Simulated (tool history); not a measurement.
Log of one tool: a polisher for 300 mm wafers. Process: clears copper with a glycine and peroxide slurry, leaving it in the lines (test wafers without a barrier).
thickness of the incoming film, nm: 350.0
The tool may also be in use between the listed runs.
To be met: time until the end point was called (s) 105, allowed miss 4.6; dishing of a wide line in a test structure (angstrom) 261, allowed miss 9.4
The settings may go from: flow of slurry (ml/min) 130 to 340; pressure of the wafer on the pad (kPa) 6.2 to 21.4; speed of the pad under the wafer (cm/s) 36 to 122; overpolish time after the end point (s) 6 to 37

run,hour,flow of slurry (ml/min),pressure of the wafer on the pad (kPa),speed of the pad under the wafer (cm/s),overpolish time after the end point (s),time until the end point was called (s),dishing of a wide line in a test structure (angstrom)
1,0,220,13.8,78,19,106.27,384.09
2,6.6,220,13.8,78,17,105.87,356.6
3,10.8,220,11,78,17,124.32,320.5
4,19,220,11,78,16,126.85,304.73
5,26,220,11,78,10,126.51,211.46
6,33.4,220,11.7,78,10,120.49,217.47
7,38.4,220,12.4,78,10,114.39,227.46
8,45.4,220,13.1,78,11,110.89,253.86

Which of these 5 next moves meets every target?
A,52.4,250,10.3,92,12,?,?
B,52.4,225,17.2,70,10,?,?
C,52.4,170,17.2,80,9,?,?
D,52.4,230,12.4,100,10,?,?
E,52.4,230,12.4,90,11,?,?

move,time until the end point was called (s),dishing of a wide line in a test structure (angstrom)
A,115.02,257.4
B,98.097,256.17
C,92.487,245.68
D,95.78,256.88
E,103.57,261.5
A: further off than the last run
B: takes the result that was furthest off past its target
C: takes the result that was furthest off past its target
D: takes the result that was furthest off past its target
E: meets every target
Move E is the one to make.

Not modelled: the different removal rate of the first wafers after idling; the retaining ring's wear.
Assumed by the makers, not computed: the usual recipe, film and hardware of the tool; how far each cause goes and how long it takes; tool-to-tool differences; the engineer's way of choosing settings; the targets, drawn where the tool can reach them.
